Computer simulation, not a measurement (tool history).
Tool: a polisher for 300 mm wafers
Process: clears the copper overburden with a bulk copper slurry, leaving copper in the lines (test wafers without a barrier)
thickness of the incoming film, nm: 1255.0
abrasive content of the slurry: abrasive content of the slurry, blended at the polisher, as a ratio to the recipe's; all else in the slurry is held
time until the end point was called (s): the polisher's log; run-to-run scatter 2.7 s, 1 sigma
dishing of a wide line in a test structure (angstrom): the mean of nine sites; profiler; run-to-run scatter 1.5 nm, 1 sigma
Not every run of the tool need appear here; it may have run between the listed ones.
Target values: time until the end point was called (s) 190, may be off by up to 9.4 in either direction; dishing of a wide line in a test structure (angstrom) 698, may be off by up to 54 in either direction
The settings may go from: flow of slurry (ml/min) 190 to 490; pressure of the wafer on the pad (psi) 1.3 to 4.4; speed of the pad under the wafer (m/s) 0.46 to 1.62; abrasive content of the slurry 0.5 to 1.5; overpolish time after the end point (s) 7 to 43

| run | hour | flow of slurry (ml/min) | pressure of the wafer on the pad (psi) | speed of the pad under the wafer (m/s) | abrasive content of the slurry | overpolish time after the end point (s) | time until the end point was called (s) | dishing of a wide line in a test structure (angstrom) |
|---|---|---|---|---|---|---|---|---|
| 1 | 0 | 315 | 2.8 | 1.04 | 1 | 22 | 146.97 | 767.47 |
| 2 | 1.1 | 315 | 2.6 | 1.04 | 1 | 23 | 156.48 | 755.82 |
| 3 | 2.1 | 315 | 2.6 | 1.04 | 1 | 30 | 154.78 | 840.13 |
| 4 | 5.5 | 315 | 2.6 | 0.8 | 1 | 30 | 194.51 | 757.81 |
|  | 13 | slurry nozzle cleaned |
| 5 | 13 | 315 | 2.9 | 0.8 | 1 | 30 | 174.12 | 839.18 |
| 6 | 19.6 | 315 | 2.8 | 0.8 | 1 | 28 | 180.91 | 783.31 |
| 7 | 21.7 | 315 | 2.8 | 0.8 | 1 | 27 | 177.82 | 761.39 |
| 8 | 26.5 | 315 | 2.8 | 0.8 | 1 | 27 | 181.82 | 777.33 |
| 9 | 29.2 | 315 | 2.8 | 0.8 | 1 | 26 | 178.38 | 722.78 |

Exactly one of the 4 candidate moves below puts every result within its allowed miss. Which one?
| A | 31.9 | 250 | 2.7 | 0.9 | 1.05 | 21 | ? | ? |
| B | 31.9 | 250 | 2.9 | 0.7 | 1.15 | 24 | ? | ? |
| C | 31.9 | 320 | 2.5 | 0.92 | 1.05 | 30 | ? | ? |
| D | 31.9 | 260 | 2.4 | 0.88 | 0.65 | 29 | ? | ? |

| move | time until the end point was called (s) | dishing of a wide line in a test structure (angstrom) |
|---|---|---|
| A | 164.92 | 728.31 |
| B | 186.47 | 738.12 |
| C | 170.81 | 844.08 |
| D | 215.9 | 739.6 |
A: lands further from the targets than the last run did
B: hits every target within its allowed miss
C: lands further from the targets than the last run did
D: takes the biggest miss from the last run beyond its target
Correct choice: B, which meets every target
